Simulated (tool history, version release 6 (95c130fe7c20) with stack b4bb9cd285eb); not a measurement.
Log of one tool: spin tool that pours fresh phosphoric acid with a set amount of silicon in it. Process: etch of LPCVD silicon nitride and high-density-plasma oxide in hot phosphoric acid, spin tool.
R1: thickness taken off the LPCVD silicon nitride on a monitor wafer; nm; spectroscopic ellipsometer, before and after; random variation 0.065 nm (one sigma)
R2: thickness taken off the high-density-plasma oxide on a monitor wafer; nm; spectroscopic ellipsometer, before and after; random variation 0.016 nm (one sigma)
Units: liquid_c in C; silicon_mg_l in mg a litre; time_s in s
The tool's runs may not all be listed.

run 1 hour=0.0 | liquid_c=160.0 silicon_mg_l=23.0 time_s=85 | R1=6.7749 R2=0.096521
run 2 hour=5.5 | liquid_c=160.0 silicon_mg_l=11.0 time_s=85 | R1=6.6505 R2=0.083082
run 3 hour=10.0 | liquid_c=160.5 silicon_mg_l=10.5 time_s=85 | R1=6.8335 R2=0.149510
run 4 hour=13.5 | liquid_c=160.5 silicon_mg_l=10.5 time_s=70 | R1=5.6353 R2=0.082742
run 5 hour=15.9 | liquid_c=160.5 silicon_mg_l=22.5 time_s=70 | R1=5.6729 R2=0.060276
run 6 hour=24.2 | liquid_c=160.5 silicon_mg_l=31.5 time_s=70 | R1=5.7124 R2=0.033459
run 7 hour=26.8 | liquid_c=161.0 silicon_mg_l=32.0 time_s=75 | R1=6.3163 R2=0.066390
run 8 hour=28.6 | liquid_c=161.5 silicon_mg_l=36.0 time_s=80 | R1=6.6705 R2=0.069848
run 9 hour=35.0 | liquid_c=161.5 silicon_mg_l=39.0 time_s=85 | R1=7.0433 R2=0.033642
run 10 hour=36.4 | liquid_c=162.0 silicon_mg_l=38.5 time_s=85 | R1=7.1928 R2=0.040064
run 11 hour=43.9 | liquid_c=162.5 silicon_mg_l=38.0 time_s=85 | R1=7.3200 R2=0.059438

Forecast run 12:
run 12 hour=45.9 | liquid_c=163.5 silicon_mg_l=50.0 time_s=95 | R1=? R2=?

{"run 12": {"R1": 8.5551, "R2": 0.01944}}

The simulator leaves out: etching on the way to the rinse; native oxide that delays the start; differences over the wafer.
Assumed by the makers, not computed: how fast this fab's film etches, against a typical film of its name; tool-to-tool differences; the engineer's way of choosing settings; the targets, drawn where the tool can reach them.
